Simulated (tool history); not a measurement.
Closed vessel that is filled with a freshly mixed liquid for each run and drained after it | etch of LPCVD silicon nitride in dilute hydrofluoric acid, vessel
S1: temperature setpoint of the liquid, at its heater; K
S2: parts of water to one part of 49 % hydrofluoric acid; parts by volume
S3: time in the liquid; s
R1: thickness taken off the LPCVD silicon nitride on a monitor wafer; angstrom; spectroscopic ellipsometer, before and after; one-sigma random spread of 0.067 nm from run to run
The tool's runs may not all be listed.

run,hour,S1,S2,S3,R1
1,0,294.15,135,985,27.463
2,8.9,294.15,110,985,33.714
3,16.7,294.15,125,985,29.431
4,20.2,294.15,175,985,21.027
5,22.9,295.15,155,985,25.575
6,25.6,296.15,140,985,30.53
7,29.6,297.15,125,985,35.978

Forecast run 8:
8,32.5,297.65,115,985,?

For run 8 the tool returned R1 40.756 angstrom.
